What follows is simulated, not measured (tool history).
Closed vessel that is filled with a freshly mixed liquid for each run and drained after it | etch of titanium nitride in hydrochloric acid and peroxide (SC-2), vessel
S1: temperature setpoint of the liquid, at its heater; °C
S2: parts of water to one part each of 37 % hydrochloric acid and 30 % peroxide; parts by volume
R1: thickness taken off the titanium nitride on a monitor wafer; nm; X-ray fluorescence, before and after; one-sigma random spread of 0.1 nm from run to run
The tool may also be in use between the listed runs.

{"run": 1, "hour": 0.0, "S1": 63, "S2": 8, "time in the liquid (s)": 385, "R1": 21.172}
{"run": 2, "hour": 6.2, "S1": 67.5, "S2": 8, "time in the liquid (s)": 385, "R1": 27.897}
{"run": 3, "hour": 12.7, "S1": 62, "S2": 8, "time in the liquid (s)": 385, "R1": 19.97}
{"run": 4, "hour": 16.7, "S1": 62.5, "S2": 8, "time in the liquid (s)": 385, "R1": 20.378}
{"run": 5, "hour": 18.4, "S1": 62.5, "S2": 8, "time in the liquid (s)": 295, "R1": 15.66}
{"run": 6, "hour": 20.6, "S1": 64.5, "S2": 8, "time in the liquid (s)": 295, "R1": 17.772}
{"run": 7, "hour": 28.8, "S1": 66, "S2": 8, "time in the liquid (s)": 295, "R1": 19.482}

For run 8, what comes out?
{"run": 8, "hour": 36.4, "S1": 67, "S2": 8, "time in the liquid (s)": 295, "R1": "?"}

{"run 8": {"R1": 20.549}}
